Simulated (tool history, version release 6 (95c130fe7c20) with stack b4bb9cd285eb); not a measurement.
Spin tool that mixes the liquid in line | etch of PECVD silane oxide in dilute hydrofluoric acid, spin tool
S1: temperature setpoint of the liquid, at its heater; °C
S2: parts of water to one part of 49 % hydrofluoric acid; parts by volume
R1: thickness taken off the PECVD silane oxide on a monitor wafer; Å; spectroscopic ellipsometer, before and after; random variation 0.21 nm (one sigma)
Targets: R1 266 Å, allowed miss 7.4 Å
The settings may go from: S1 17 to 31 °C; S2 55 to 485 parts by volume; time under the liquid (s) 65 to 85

run 1 day=0 | S1=23 S2=270 time_under_the_liquid_(s)=85 | R1=95.387
run 2 day=0.096 | S1=23 S2=225 time_under_the_liquid_(s)=85 | R1=121.22
run 3 day=0.3 | S1=21 S2=225 time_under_the_liquid_(s)=85 | R1=111.84
run 4 day=0.612 | S1=22.5 S2=210 time_under_the_liquid_(s)=85 | R1=128.11
run 5 day=0.688 | S1=22.5 S2=210 time_under_the_liquid_(s)=65 | R1=99.129
run 6 day=0.708 | S1=25.5 S2=210 time_under_the_liquid_(s)=65 | R1=110.68
run 7 day=0.925 | S1=26 S2=190 time_under_the_liquid_(s)=70 | R1=138.09
run 8 day=0.983 | S1=26.5 S2=175 time_under_the_liquid_(s)=70 | R1=154.56
run 9 day=1.188 | S1=27 S2=165 time_under_the_liquid_(s)=70 | R1=169.63
run 10 day=1.546 | S1=27.5 S2=155 time_under_the_liquid_(s)=70 | R1=183.82
run 11 day=1.9 | S1=28 S2=150 time_under_the_liquid_(s)=70 | R1=197.01
run 12 day=2.271 | S1=28.5 S2=145 time_under_the_liquid_(s)=70 | R1=206.05
run 13 day=2.317 | S1=29 S2=140 time_under_the_liquid_(s)=70 | R1=218.02
run 14 day=2.338 | S1=29.5 S2=135 time_under_the_liquid_(s)=70 | R1=228.75

Which of these 5 next moves meets every target?
run A day=2.358 | S1=24 S2=120 time_under_the_liquid_(s)=85 | R1=?
run B day=2.358 | S1=31 S2=190 time_under_the_liquid_(s)=80 | R1=?
run C day=2.358 | S1=31 S2=130 time_under_the_liquid_(s)=65 | R1=?
run D day=2.358 | S1=27 S2=125 time_under_the_liquid_(s)=85 | R1=?
run E day=2.358 | S1=30 S2=125 time_under_the_liquid_(s)=75 | R1=?

move=A R1=261.9
move=B R1=184.73
move=C R1=237.48
move=D R1=280.41
move=E R1=276.67
A: meets every target
B: further off than the last run
C: nearer than the last run, and not there yet
D: takes the result that was furthest off past its target
E: takes the result that was furthest off past its target
Answer: A
